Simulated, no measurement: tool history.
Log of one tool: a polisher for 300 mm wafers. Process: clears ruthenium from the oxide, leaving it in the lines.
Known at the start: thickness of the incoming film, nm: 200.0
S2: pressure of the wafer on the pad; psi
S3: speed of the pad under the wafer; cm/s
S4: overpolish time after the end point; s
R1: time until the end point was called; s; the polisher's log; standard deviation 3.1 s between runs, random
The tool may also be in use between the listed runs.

run 1 hour=0 | flow_of_slurry_(ml/min)=235 S2=2.3 S3=126 S4=38 | R1=146.28
run 2 hour=3.2 | flow_of_slurry_(ml/min)=260 S2=2.3 S3=126 S4=38 | R1=143.22
run 3 hour=4 | flow_of_slurry_(ml/min)=260 S2=2 S3=124 S4=38 | R1=168.91
run 4 hour=9.9 | flow_of_slurry_(ml/min)=295 S2=2 S3=124 S4=38 | R1=164.45
run 5 hour=16.6 | flow_of_slurry_(ml/min)=295 S2=1.8 S3=124 S4=38 | R1=179.8
run 6 hour=25.6 | flow_of_slurry_(ml/min)=295 S2=1.7 S3=124 S4=38 | R1=193.07
run 7 hour=27.3 | flow_of_slurry_(ml/min)=295 S2=1.4 S3=122 S4=38 | R1=237.03

What will run 8 give?
run 8 hour=30.1 | flow_of_slurry_(ml/min)=300 S2=1.4 S3=122 S4=38 | R1=?

{"run 8": {"R1": 238.99}}
